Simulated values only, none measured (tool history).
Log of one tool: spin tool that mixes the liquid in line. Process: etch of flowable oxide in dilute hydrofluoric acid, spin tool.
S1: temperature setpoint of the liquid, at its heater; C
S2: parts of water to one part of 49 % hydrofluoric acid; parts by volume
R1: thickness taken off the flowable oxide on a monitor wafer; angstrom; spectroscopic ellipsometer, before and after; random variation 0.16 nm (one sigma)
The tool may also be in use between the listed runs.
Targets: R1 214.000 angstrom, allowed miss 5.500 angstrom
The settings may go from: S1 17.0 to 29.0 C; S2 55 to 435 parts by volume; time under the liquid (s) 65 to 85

{"run": 1, "day": 0.0, "S1": 21.0, "S2": 245, "time under the liquid (s)": 85, "R1": 72.093}
{"run": 2, "day": 0.117, "S1": 21.0, "S2": 330, "time under the liquid (s)": 85, "R1": 49.736}
{"run": 3, "day": 0.321, "S1": 22.0, "S2": 300, "time under the liquid (s)": 85, "R1": 57.496}
{"run": 4, "day": 0.675, "S1": 22.0, "S2": 300, "time under the liquid (s)": 85, "R1": 57.721}
{"day": 0.808, "done": "thermometer replaced"}
{"run": 5, "day": 0.808, "S1": 23.0, "S2": 270, "time under the liquid (s)": 85, "R1": 71.672}
{"run": 6, "day": 1.021, "S1": 23.0, "S2": 270, "time under the liquid (s)": 85, "R1": 71.732}
{"run": 7, "day": 1.267, "S1": 23.5, "S2": 250, "time under the liquid (s)": 85, "R1": 79.983}
{"run": 8, "day": 1.488, "S1": 24.0, "S2": 235, "time under the liquid (s)": 85, "R1": 89.018}
{"run": 9, "day": 1.6, "S1": 28.0, "S2": 140, "time under the liquid (s)": 85, "R1": 190.86}
{"run": 10, "day": 1.9, "S1": 28.5, "S2": 135, "time under the liquid (s)": 85, "R1": 204.44}
{"run": 11, "day": 2.142, "S1": 29.0, "S2": 135, "time under the liquid (s)": 85, "R1": 208.25}

5 next moves are on the table. One of them brings every result within its allowed miss. Which?
{"run": "A", "day": 2.383, "S1": 28.5, "S2": 135, "time under the liquid (s)": 85, "R1": "?"}
{"run": "B", "day": 2.383, "S1": 24.0, "S2": 120, "time under the liquid (s)": 85, "R1": "?"}
{"run": "C", "day": 2.383, "S1": 29.0, "S2": 140, "time under the liquid (s)": 85, "R1": "?"}
{"run": "D", "day": 2.383, "S1": 27.5, "S2": 105, "time under the liquid (s)": 65, "R1": "?"}
{"run": "E", "day": 2.383, "S1": 28.5, "S2": 130, "time under the liquid (s)": 85, "R1": "?"}

move=A R1=202.600
move=B R1=195.720
move=C R1=197.710
move=D R1=199.530
move=E R1=211.770
A: further off than the last run
B: further off than the last run
C: further off than the last run
D: further off than the last run
E: meets every target
Move E is the one to make.

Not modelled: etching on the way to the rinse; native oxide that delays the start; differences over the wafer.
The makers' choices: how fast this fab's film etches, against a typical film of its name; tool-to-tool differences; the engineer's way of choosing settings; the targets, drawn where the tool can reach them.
